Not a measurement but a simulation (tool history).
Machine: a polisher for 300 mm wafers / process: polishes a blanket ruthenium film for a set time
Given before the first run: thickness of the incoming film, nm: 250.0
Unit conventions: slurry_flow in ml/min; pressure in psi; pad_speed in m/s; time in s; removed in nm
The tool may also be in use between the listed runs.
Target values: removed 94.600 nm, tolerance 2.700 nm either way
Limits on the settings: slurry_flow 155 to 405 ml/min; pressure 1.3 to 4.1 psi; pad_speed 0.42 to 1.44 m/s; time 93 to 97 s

run    day  slurry_flow  pressure  pad_speed  time  removed
  1  0.000          260       2.7       0.92    93  143.800
  2  0.321          260       2.5       0.92    93  136.940
  3  0.446          260       2.5       0.92    97  139.610
  4  0.554          260       2.5       0.74    97  123.300
  5  0.692          260       2.3       0.74    97  115.210
  6  1.021          285       2.3       0.74    97  113.410
  7  1.058          285       2.2       0.74    97  113.260
  8  1.246          280       2.1       0.74    97  108.300
  9  1.558          280       2.0       0.74    97  105.340
 10  1.646          280       1.9       0.74    97  102.290

Consider the 4 candidate settings below. Which is the only one whose results all fall within their allowed miss of target?
  A  1.733          230       2.1       0.82    96        ?
  B  1.733          285       1.9       0.70    95        ?
  C  1.733          305       1.6       0.90    95        ?
  D  1.733          290       1.8       0.78    96        ?

move  removed
   A  114.270
   B   96.814
   C  102.810
   D  101.380
A: misses by more than the last run did
B: all results land within tolerance of their targets
C: misses by more than the last run did
D: nearer the targets than the last run, but a result is still out of spec
Correct choice: B, which meets every target
